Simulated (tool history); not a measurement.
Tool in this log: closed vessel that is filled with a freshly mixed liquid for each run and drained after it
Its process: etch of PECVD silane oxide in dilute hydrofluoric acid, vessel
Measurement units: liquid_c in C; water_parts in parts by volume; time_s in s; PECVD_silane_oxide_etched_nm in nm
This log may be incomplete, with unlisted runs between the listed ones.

run	hour	liquid_c	water_parts	time_s	PECVD_silane_oxide_etched_nm
1	0	26	255	100	12.586
2	8.1	24.5	255	100	12.234
3	16.3	26	255	100	13.061
4	24	22.5	255	100	11.124
5	29.9	22.5	255	105	11.856
6	34.6	24	235	105	13.912

Run 7 comes next. What will it give?
7	38.2	25.5	215	105	?

{"run 7": {"PECVD_silane_oxide_etched_nm": 16.287}}
